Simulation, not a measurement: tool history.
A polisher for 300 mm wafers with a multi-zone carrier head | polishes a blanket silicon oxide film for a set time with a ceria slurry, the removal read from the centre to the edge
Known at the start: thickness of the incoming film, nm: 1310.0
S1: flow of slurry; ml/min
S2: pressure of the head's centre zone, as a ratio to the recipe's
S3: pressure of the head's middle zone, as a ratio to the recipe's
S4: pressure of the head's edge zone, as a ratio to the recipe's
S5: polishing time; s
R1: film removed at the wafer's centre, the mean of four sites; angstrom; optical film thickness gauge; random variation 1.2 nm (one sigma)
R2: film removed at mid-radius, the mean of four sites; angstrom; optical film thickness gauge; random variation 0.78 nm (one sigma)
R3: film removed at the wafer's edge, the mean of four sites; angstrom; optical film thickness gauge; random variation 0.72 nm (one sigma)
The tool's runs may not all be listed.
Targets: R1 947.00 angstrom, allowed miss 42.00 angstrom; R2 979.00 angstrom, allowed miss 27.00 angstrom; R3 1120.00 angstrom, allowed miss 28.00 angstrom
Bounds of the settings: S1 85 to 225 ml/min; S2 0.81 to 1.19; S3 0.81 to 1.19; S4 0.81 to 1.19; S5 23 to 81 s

| run | day | S1 | S2 | S3 | S4 | S5 | R1 | R2 | R3 |
|---|---|---|---|---|---|---|---|---|---|
| 1 | 0.000 | 145 | 1.00 | 1.00 | 1.00 | 52 | 1722.40 | 1687.50 | 1755.30 |
| 2 | 0.096 | 145 | 1.00 | 1.00 | 1.00 | 60 | 1979.30 | 1956.60 | 2031.20 |
| 3 | 0.404 | 130 | 0.95 | 0.96 | 0.97 | 52 | 1548.80 | 1598.20 | 1708.40 |
| 4 | 0.662 | 130 | 0.95 | 0.96 | 1.05 | 52 | 1532.80 | 1581.30 | 1763.80 |
| 5 | 0.933 | 120 | 0.93 | 0.93 | 1.00 | 46 | 1329.70 | 1346.60 | 1511.20 |
| 6 | 1.046 | 120 | 0.96 | 0.93 | 1.00 | 46 | 1375.10 | 1357.20 | 1494.20 |
| 7 | 1.142 | 90 | 0.86 | 0.86 | 0.90 | 32 | 819.84 | 838.92 | 954.25 |
| 8 | 1.217 | 115 | 0.86 | 0.86 | 0.92 | 32 | 845.24 | 873.31 | 1009.10 |
| 9 | 1.500 | 155 | 0.90 | 0.89 | 0.94 | 32 | 921.29 | 969.13 | 1056.80 |
| 10 | 1.742 | 160 | 0.90 | 0.88 | 0.96 | 32 | 968.84 | 961.66 | 1075.80 |
| 11 | 2.029 | 160 | 0.89 | 0.89 | 0.98 | 32 | 940.08 | 959.68 | 1086.50 |

Which of these 5 next moves meets every target?
| A | 2.317 | 225 | 0.99 | 0.94 | 0.92 | 31 | ? | ? | ? |
| B | 2.317 | 135 | 0.96 | 0.90 | 0.90 | 35 | ? | ? | ? |
| C | 2.317 | 195 | 0.99 | 1.01 | 0.92 | 31 | ? | ? | ? |
| D | 2.317 | 100 | 0.97 | 0.96 | 0.94 | 36 | ? | ? | ? |
| E | 2.317 | 115 | 0.91 | 0.91 | 1.02 | 34 | ? | ? | ? |

| move | R1 | R2 | R3 |
|---|---|---|---|
| A | 1059.30 | 1010.50 | 1050.50 |
| B | 1066.10 | 1021.10 | 1112.60 |
| C | 1038.40 | 1053.90 | 1035.40 |
| D | 1039.10 | 1047.10 | 1121.40 |
| E | 949.86 | 972.47 | 1123.30 |
A: further off than the last run
B: brings the result that was furthest off to its target, and leaves another outside
C: further off than the last run
D: brings the result that was furthest off to its target, and leaves another outside
E: meets every target
The right move is E.
